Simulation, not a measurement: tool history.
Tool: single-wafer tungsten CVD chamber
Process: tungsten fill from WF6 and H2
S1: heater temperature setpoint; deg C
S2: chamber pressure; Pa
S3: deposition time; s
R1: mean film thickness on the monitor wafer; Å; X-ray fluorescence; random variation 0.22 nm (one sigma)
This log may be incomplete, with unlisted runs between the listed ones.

{"run": 1, "hour": 0.0, "S1": 370, "S2": 5266, "S3": 27.9, "R1": 504.95}
{"run": 2, "hour": 3.8, "S1": 373, "S2": 5293, "S3": 27.9, "R1": 536.07}
{"run": 3, "hour": 5.7, "S1": 373, "S2": 6226, "S3": 27.9, "R1": 596.57}
{"run": 4, "hour": 6.6, "S1": 364, "S2": 6226, "S3": 27.9, "R1": 496.24}
{"run": 5, "hour": 15.2, "S1": 364, "S2": 6226, "S3": 26.6, "R1": 473.52}
{"hour": 16.1, "done": "capacitance manometer re-zeroed and calibrated"}
{"run": 6, "hour": 16.1, "S1": 364, "S2": 5573, "S3": 26.6, "R1": 427.2}
{"run": 7, "hour": 18.6, "S1": 368, "S2": 5600, "S3": 26.6, "R1": 463.92}

Estimate the outcome of run 8 from the log above:
{"run": 8, "hour": 27.3, "S1": 372, "S2": 5626, "S3": 26.6, "R1": "?"}

R1: 504.16 Å
